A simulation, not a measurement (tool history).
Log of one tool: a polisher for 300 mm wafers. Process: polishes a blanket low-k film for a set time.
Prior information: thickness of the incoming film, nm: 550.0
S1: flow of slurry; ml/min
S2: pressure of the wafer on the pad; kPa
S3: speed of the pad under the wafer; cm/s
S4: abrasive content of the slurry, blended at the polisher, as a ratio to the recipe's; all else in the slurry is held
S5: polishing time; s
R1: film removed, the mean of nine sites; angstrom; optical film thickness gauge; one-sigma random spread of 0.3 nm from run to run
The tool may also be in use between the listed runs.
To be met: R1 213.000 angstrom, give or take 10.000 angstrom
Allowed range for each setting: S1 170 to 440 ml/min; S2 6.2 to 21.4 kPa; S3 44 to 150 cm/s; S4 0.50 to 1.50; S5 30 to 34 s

run  hour   S1    S2   S3    S4  S5       R1
  1   0.0  280  13.8   96  1.00  34  139.220
  2   5.6  280  10.3   96  1.00  34  102.260
  3  14.5  280  10.3   96  0.80  34   93.893
  4  21.7  280  10.3   76  0.80  34   80.400
  5  23.3  280  11.7   78  0.80  34   93.486
  6  32.1  280  11.7   78  0.80  30   81.872
  7  40.0  280  13.1   80  0.80  30   94.638
  8  47.0  280  13.8   82  0.80  30  100.420
  9  51.5  280  14.5   84  0.80  30  105.800
 10  52.2  280  15.2   86  0.80  30  111.560
 11  53.0  280  19.3  114  0.85  30  169.630
 12  58.0  280  19.3  116  0.85  30  178.650
 13  60.4  280  20.7  120  0.85  30  188.750

Pick the move, out of 5, that brings all results within their allowed miss; only one does.
  A  62.8  275  19.3  148  0.80  32   ?
  B  62.8  255  20.0  150  0.85  34   ?
  C  62.8  240  21.4  142  0.80  33   ?
  D  62.8  355  21.4  112  1.20  32   ?
  E  62.8  325  21.4  134  0.80  33   ?

move       R1
   A  208.230
   B  236.320
   C  227.250
   D  238.330
   E  226.020
A: in spec on every target
B: moves the result that the last run missed by most past its target, out the other side
C: moves the result that the last run missed by most past its target, out the other side
D: moves the result that the last run missed by most past its target, out the other side
E: moves the result that the last run missed by most past its target, out the other side
So the answer is move A, the one that meets all the targets.
